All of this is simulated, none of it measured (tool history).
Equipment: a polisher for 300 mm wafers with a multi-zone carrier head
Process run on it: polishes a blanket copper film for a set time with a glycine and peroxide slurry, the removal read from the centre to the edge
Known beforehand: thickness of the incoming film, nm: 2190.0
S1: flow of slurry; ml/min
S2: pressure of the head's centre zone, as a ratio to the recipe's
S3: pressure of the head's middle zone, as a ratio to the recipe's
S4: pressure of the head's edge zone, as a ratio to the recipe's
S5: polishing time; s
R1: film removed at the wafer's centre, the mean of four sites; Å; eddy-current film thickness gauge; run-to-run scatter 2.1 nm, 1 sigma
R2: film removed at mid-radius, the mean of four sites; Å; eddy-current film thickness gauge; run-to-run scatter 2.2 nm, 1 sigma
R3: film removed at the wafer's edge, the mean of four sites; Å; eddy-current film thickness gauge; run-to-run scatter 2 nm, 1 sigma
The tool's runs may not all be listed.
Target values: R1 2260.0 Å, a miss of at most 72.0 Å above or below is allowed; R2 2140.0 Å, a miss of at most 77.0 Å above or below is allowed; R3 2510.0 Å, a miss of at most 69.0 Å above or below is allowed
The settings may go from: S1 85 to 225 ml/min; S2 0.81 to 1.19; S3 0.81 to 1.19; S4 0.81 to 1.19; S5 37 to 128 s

run    day   S1    S2    S3    S4  S5      R1      R2      R3
  1  0.000  145  1.00  1.00  1.00  82  4620.7  4771.4  4648.3
  2  0.238  140  0.99  0.98  1.00  77  4307.7  4484.0  4300.3
  3  0.325  135  0.98  0.96  1.01  72  3914.0  4063.6  4038.5
  4  0.512  130  0.98  0.94  1.02  68  3645.6  3752.6  3811.6
  5  0.704  125  0.98  0.93  1.03  65  3506.3  3553.1  3671.0
  6  0.746  125  0.98  0.93  1.03  78  4210.1  4271.5  4374.7
  7  0.838  120  0.98  0.92  1.04  73  3861.0  3896.8  4016.5
  8  0.892  120  0.98  0.92  1.04  73  3871.9  3947.6  4057.6
  9  0.971  115  0.98  0.91  1.05  69  3580.4  3651.6  3886.8
 10  1.262  115  0.98  0.90  1.05  65  3396.4  3448.8  3570.2
 11  1.371  115  0.98  0.89  1.07  62  3225.9  3243.5  3535.7
 12  1.717  115  0.98  0.88  1.07  59  3067.3  3040.7  3301.0
 13  2.021  115  0.98  0.87  1.08  57  3001.1  2929.9  3197.5
     2.350  -- edge zone pressure recalibrated
 14  2.350  115  0.98  0.86  1.09  55  2860.4  2805.8  3259.5
 15  2.504  115  0.98  0.86  1.08  53  2754.5  2703.9  3085.2
 16  2.817  120  0.98  0.86  1.07  51  2732.5  2693.3  2974.0

Exactly one of the 5 candidate moves below puts every result within its allowed miss. Which one?
  A  3.129   95  0.93  1.00  0.85  69   ?   ?   ?
  B  3.129  135  1.19  0.86  0.85  47   ?   ?   ?
  C  3.129  115  0.99  0.83  1.10  43   ?   ?   ?
  D  3.129  130  0.87  0.92  1.00  48   ?   ?   ?
  E  3.129  115  1.12  0.86  0.92  48   ?   ?   ?

move      R1      R2      R3
   A  3209.1  3640.7  3426.7
   B  3077.8  2477.6  2473.2
   C  2248.9  2151.5  2497.6
   D  2273.3  2606.5  2707.7
   E  2843.0  2445.3  2556.1
A: its largest miss is bigger than the last run's
B: its largest miss is bigger than the last run's
C: every result lands within tolerance
D: moves toward the targets from the last run without getting all of them in spec
E: its largest miss is bigger than the last run's
So the answer is move C, the one that meets all the targets.
